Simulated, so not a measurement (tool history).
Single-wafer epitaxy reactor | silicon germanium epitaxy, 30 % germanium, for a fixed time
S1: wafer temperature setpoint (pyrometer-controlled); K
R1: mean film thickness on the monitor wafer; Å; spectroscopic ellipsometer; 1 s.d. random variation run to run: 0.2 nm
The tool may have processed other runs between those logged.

Run 1, hour 0: S1 853.15 K, chamber pressure (Pa) 1986. Result: R1 315.79 Å.
Run 2, hour 4.1: S1 853.15 K, chamber pressure (Pa) 2160. Result: R1 326.36 Å.
Run 3, hour 8.7: S1 853.15 K, chamber pressure (Pa) 2400. Result: R1 343.88 Å.
Run 4, hour 12.6: S1 857.15 K, chamber pressure (Pa) 2400. Result: R1 365.71 Å.
Run 5, hour 14.7: S1 857.15 K, chamber pressure (Pa) 2186. Result: R1 348.62 Å.
Run 6, hour 16.4: S1 857.15 K, chamber pressure (Pa) 1853. Result: R1 328.88 Å.
Run 7, hour 17.1: S1 861.15 K, chamber pressure (Pa) 1867. Result: R1 351.69 Å.
Run 8, hour 24.2: S1 864.15 K, chamber pressure (Pa) 1880. Result: R1 370.3 Å.

Expected results for the next run?
Run 9, hour 31.7: S1 866.15 K, chamber pressure (Pa) 1893. Result: R1 ?.

R1: 383.03 Å
